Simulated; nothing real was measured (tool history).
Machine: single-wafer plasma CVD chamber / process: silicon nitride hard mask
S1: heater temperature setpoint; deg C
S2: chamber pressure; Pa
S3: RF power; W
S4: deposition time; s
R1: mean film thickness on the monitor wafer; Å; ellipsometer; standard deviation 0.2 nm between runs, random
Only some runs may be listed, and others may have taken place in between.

run	hour	S1	S2	S3	S4	R1
1	0	400	209	350	58.9	713.34
2	4.8	400	227	350	58.9	732.32
3	5.7	400	232	355	59	746.08
4	7.4	400	236	360	59.1	753.87
5	10.6	400	236	320	59.1	690.84
6	17.6	400	239	330	59.3	713.19
7	18.8	400	241	340	59.4	727.97

Run 8, settings as shown, results not yet in. Your forecast:
# hour 25.9: RF generator calibrated
8	25.9	400	243	350	59.6	?

Run 8 produced R1 763.85 Å.
